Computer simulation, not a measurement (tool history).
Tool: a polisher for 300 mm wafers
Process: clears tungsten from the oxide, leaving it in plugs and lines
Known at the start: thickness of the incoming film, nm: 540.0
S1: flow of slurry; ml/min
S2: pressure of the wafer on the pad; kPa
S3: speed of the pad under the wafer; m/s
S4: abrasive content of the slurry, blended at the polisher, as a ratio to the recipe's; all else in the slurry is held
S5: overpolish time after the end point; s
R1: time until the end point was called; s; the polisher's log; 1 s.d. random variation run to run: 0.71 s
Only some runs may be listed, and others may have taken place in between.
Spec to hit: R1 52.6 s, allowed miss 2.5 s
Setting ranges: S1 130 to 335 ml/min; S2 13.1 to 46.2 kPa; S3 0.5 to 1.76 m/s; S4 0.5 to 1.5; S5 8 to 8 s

run 1 hour=0 | S1=215 S2=29.6 S3=1.12 S4=1 S5=8 | R1=77.341
run 2 hour=8.1 | S1=215 S2=32.4 S3=1.12 S4=1 S5=8 | R1=70.319
run 3 hour=12.5 | S1=215 S2=32.4 S3=1.12 S4=1 S5=8 | R1=71.654
run 4 hour=14.5 | S1=215 S2=35.2 S3=1.12 S4=1 S5=8 | R1=66.732
run 5 hour=20.5 | S1=215 S2=40 S3=1.12 S4=1 S5=8 | R1=61.981
run 6 hour=21.1 | S1=175 S2=40 S3=1.12 S4=1 S5=8 | R1=62.39
run 7 hour=23.4 | S1=175 S2=41.4 S3=1.14 S4=1 S5=8 | R1=58.318
run 8 hour=25.1 | S1=175 S2=42.1 S3=1.14 S4=1 S5=8 | R1=60.621
run 9 hour=29.3 | S1=180 S2=43.4 S3=1.16 S4=1 S5=8 | R1=56.47
run 10 hour=34.9 | S1=180 S2=44.1 S3=1.16 S4=1 S5=8 | R1=55.672
run 11 hour=37 | S1=180 S2=44.8 S3=1.16 S4=1 S5=8 | R1=55.281

4 next moves are on the table. One of them brings every result within its allowed miss. Which?
run A hour=39.1 | S1=130 S2=42.1 S3=1.42 S4=0.95 S5=8 | R1=?
run B hour=39.1 | S1=170 S2=46.2 S3=1.16 S4=0.8 S5=8 | R1=?
run C hour=39.1 | S1=155 S2=46.2 S3=1.08 S4=0.85 S5=8 | R1=?
run D hour=39.1 | S1=155 S2=46.2 S3=0.92 S4=1.45 S5=8 | R1=?

move=A R1=52.301
move=B R1=56.405
move=C R1=58.919
move=D R1=57.894
A: in spec on every target
B: misses by more than the last run did
C: misses by more than the last run did
D: misses by more than the last run did
Move A is the one to make.

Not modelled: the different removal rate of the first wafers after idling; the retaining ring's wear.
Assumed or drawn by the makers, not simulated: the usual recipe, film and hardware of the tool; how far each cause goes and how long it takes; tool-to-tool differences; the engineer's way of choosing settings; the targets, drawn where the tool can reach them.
